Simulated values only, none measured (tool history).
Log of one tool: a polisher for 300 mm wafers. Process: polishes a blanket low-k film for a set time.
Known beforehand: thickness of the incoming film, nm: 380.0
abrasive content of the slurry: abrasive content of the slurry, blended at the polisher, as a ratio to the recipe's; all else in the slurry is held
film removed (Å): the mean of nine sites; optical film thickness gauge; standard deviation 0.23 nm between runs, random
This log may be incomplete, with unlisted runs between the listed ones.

run    day  flow of slurry (ml/min)  pressure of the wafer on the pad (psi)  speed of the pad under the wafer (m/s)  abrasive content of the slurry  polishing time (s)  film removed (Å)
  1      0                      135                                     1.5                                     1.3                               1                  86            278.22
  2  0.146                      135                                     1.3                                    1.28                               1                  86            248.04
  3  0.475                      135                                       1                                    1.28                               1                  86            200.01
  4  0.567                      135                                       1                                    1.54                               1                  86               221
  5   0.75                      150                                       1                                    1.54                               1                  86            232.96
  6  0.921                      140                                     0.9                                    1.54                               1                  86            212.08
  7  1.088                      135                                     0.9                                    1.54                               1                  86            211.08

What does the tool deliver on the next run?
  8  1.158                      130                                     0.9                                    1.54                               1                  86                 ?

film removed (Å): 209.69
